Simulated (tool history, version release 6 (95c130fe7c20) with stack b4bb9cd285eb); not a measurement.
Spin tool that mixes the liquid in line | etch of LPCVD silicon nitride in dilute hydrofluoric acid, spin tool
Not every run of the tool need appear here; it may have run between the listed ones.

| run | hour | temperature setpoint of the liquid (C) | parts of water to one part of 49 % hydrofluoric acid (parts by volume) | time under the liquid (s) | thickness taken off the LPCVD silicon nitride on a monitor wafer (Å) |
|---|---|---|---|---|---|
| 1 | 0 | 22 | 75 | 315 | 19.127 |
| 2 | 4.5 | 23.5 | 70 | 315 | 22.175 |
| 3 | 6.3 | 24.5 | 65 | 315 | 25.244 |
| 4 | 8.5 | 22.5 | 65 | 315 | 22.382 |
| 5 | 11.2 | 23.5 | 60 | 315 | 26.892 |
| 6 | 20 | 20.5 | 60 | 315 | 22.511 |
| 7 | 20.7 | 21.5 | 55 | 315 | 24.369 |
| 8 | 24.4 | 25.5 | 40 | 320 | 46.173 |

Forecast run 9:
| 9 | 28.8 | 24.5 | 40 | 320 | ? |

thickness taken off the LPCVD silicon nitride on a monitor wafer (Å): 43.607
